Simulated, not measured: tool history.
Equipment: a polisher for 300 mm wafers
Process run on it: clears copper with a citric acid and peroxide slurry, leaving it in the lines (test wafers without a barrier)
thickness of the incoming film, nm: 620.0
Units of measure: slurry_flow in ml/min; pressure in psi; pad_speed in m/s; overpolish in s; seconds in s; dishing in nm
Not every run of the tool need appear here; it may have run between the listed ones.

| run | hour | slurry_flow | pressure | pad_speed | slurry_solids | overpolish | seconds | dishing |
|---|---|---|---|---|---|---|---|---|
| 1 | 0 | 245 | 4.1 | 1.42 | 1 | 9 | 153.65 | 23.554 |
| 2 | 2.6 | 245 | 4.1 | 1.42 | 1 | 7 | 154.6 | 18.863 |
| 3 | 8.8 | 245 | 3.6 | 1.4 | 1 | 7 | 163.37 | 17.499 |
| 4 | 12 | 245 | 3.2 | 1.4 | 1 | 7 | 176.27 | 16.802 |
| 5 | 14.5 | 245 | 3.2 | 1.06 | 1 | 7 | 209.77 | 14.443 |
| 6 | 17.2 | 245 | 3.2 | 0.84 | 1 | 7 | 246.45 | 12.721 |
| 7 | 20.7 | 235 | 2.7 | 0.84 | 1 | 10 | 269.22 | 15.67 |

Run 8, settings as shown, results not yet in. Your forecast:
| 8 | 23.3 | 235 | 2.6 | 0.84 | 1 | 10 | ? | ? |

Run 8 came out at seconds 271.37 s, dishing 15.934 nm.
